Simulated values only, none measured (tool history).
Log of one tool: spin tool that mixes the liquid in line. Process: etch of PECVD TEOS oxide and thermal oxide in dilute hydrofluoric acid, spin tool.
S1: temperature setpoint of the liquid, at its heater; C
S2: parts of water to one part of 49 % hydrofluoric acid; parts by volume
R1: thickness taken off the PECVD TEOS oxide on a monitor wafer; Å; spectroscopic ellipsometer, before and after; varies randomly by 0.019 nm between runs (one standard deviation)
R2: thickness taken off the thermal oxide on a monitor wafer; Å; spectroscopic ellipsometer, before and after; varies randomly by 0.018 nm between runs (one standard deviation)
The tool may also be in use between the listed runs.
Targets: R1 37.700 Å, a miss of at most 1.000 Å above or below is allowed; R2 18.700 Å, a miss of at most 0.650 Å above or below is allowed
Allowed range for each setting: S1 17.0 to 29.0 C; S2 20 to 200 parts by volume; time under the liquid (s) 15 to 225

run 1 hour=0.0 | S1=21.0 S2=110 time_under_the_liquid_(s)=115 | R1=86.377 R2=42.832
run 2 hour=8.2 | S1=21.0 S2=125 time_under_the_liquid_(s)=115 | R1=75.413 R2=36.279
run 3 hour=10.3 | S1=20.0 S2=135 time_under_the_liquid_(s)=110 | R1=63.007 R2=31.150
run 4 hour=15.1 | S1=23.0 S2=135 time_under_the_liquid_(s)=110 | R1=70.857 R2=35.380
run 5 hour=19.0 | S1=21.5 S2=145 time_under_the_liquid_(s)=110 | R1=62.204 R2=30.813
run 6 hour=20.6 | S1=21.5 S2=145 time_under_the_liquid_(s)=60 | R1=33.972 R2=16.620
run 7 hour=28.7 | S1=22.0 S2=145 time_under_the_liquid_(s)=60 | R1=34.190 R2=16.921
run 8 hour=33.2 | S1=22.5 S2=145 time_under_the_liquid_(s)=60 | R1=35.225 R2=17.241
run 9 hour=38.7 | S1=23.0 S2=145 time_under_the_liquid_(s)=60 | R1=35.851 R2=17.473
run 10 hour=46.6 | S1=23.5 S2=145 time_under_the_liquid_(s)=60 | R1=36.603 R2=18.071

Pick the move, out of 4, that brings all results within their allowed miss; only one does.
run A hour=54.5 | S1=24.5 S2=165 time_under_the_liquid_(s)=70 | R1=? R2=?
run B hour=54.5 | S1=26.0 S2=175 time_under_the_liquid_(s)=65 | R1=? R2=?
run C hour=54.5 | S1=25.5 S2=180 time_under_the_liquid_(s)=70 | R1=? R2=?
run D hour=54.5 | S1=25.0 S2=155 time_under_the_liquid_(s)=60 | R1=? R2=?

move=A R1=38.117 R2=18.785
move=B R1=34.886 R2=17.193
move=C R1=35.654 R2=17.571
move=D R1=35.851 R2=17.668
A: every result within its allowed miss
B: moves away from the targets compared with the last run
C: moves away from the targets compared with the last run
D: moves away from the targets compared with the last run
So the answer is move A, the one that meets all the targets.
